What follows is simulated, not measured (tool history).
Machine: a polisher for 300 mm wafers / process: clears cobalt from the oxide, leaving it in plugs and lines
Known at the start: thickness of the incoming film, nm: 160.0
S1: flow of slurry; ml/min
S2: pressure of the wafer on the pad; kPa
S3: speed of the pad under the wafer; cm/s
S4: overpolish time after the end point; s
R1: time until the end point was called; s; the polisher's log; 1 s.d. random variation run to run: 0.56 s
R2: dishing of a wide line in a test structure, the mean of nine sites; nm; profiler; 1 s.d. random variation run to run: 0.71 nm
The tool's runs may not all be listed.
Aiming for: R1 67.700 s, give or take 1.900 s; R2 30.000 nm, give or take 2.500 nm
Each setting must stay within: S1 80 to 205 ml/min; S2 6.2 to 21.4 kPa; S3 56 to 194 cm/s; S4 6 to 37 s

run	hour	S1	S2	S3	S4	R1	R2
1	0.0	135	13.8	124	19	28.796	51.128
2	6.5	135	13.8	124	26	29.385	60.248
3	8.0	150	13.8	124	26	28.507	56.153
4	11.0	150	13.8	124	20	28.414	55.303
5	16.7	150	13.8	124	25	29.089	60.564
6	22.8	140	11.0	112	20	39.061	47.583
7	23.7	130	9.7	104	16	47.663	36.541
8	31.4	120	8.3	102	16	56.517	33.517
9	32.2	110	7.6	102	16	61.977	31.088
10	33.6	80	6.9	102	18	69.686	30.965

Below are 4 possible settings for the next run. Only one of them brings all results inside the allowed miss of their targets. Which is it?
A	35.0	80	9.0	82	18	?	?
B	35.0	85	6.9	94	20	?	?
C	35.0	85	6.2	106	21	?	?
D	35.0	80	6.2	108	22	?	?

move	R1	R2
A	68.086	29.905
B	74.670	30.215
C	72.819	31.847
D	72.079	33.128
A: all results in spec
B: further off than the last run
C: further off than the last run
D: further off than the last run
So the answer is move A, the one that meets all the targets.

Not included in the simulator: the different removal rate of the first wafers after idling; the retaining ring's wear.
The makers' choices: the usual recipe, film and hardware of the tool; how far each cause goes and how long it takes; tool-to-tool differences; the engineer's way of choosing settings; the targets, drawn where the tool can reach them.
